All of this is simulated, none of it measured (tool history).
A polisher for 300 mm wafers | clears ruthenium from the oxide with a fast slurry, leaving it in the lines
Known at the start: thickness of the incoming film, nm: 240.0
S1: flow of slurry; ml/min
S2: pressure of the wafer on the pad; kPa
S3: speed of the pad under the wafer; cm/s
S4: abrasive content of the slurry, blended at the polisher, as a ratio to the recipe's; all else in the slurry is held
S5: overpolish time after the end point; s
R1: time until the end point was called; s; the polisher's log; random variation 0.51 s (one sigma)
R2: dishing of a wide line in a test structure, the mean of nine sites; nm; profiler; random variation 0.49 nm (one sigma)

run	day	S1	S2	S3	S4	S5	R1	R2
1	0	155	16.5	102	1	15	75.775	37.561
2	0.029	180	16.5	102	1	15	74.034	37.192
3	0.312	180	16.5	102	0.9	15	80.458	36.139
4	0.45	180	18.6	102	0.9	15	70.036	39.832
5	0.517	180	15.2	102	0.9	15	86.147	34.339
6	0.858	180	12.4	102	0.9	15	104.02	28.118
7	1.062	180	13.8	102	0.9	14	94.469	28.93

The next listed run, before its measurement:
8	1.267	180	15.2	102	0.9	13	?	?

R1: 86.114 s
R2: 30.501 nm
